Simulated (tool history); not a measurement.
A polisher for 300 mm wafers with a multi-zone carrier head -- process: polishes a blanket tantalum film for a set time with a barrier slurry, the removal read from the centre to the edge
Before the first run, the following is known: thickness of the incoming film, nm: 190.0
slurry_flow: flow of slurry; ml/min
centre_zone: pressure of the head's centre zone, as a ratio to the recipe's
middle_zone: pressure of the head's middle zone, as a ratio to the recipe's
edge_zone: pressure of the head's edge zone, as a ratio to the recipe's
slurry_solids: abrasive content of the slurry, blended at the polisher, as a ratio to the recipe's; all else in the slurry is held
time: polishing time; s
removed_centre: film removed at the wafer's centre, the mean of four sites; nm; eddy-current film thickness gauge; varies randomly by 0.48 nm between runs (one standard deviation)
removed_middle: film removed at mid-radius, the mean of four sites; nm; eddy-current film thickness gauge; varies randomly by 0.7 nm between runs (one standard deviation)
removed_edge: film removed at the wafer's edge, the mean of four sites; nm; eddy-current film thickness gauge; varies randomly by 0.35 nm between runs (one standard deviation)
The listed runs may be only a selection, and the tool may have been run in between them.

run	hour	slurry_flow	centre_zone	middle_zone	edge_zone	slurry_solids	time	removed_centre	removed_middle	removed_edge
1	0	270	1	1	1	1	43	35.202	35.695	35.703
2	4	270	1	1.01	1.02	1.05	43	35.385	36.942	36.254
3	8.5	325	1	1.01	1.02	1.05	43	35.699	37.301	36.73
4	9.3	325	1	1.01	1.02	0.95	43	35.036	36.402	36.104
5	16.6	325	1	1.01	1.03	1	44	36.675	36.24	37.066
6	18	275	1	1.01	1.03	1	44	35.373	36.384	36.932

The next listed run, before its measurement:
7	19.8	275	1	1.01	1.04	1.05	45	?	?	?

removed_centre: 37.237 nm
removed_middle: 37.97 nm
removed_edge: 38.549 nm
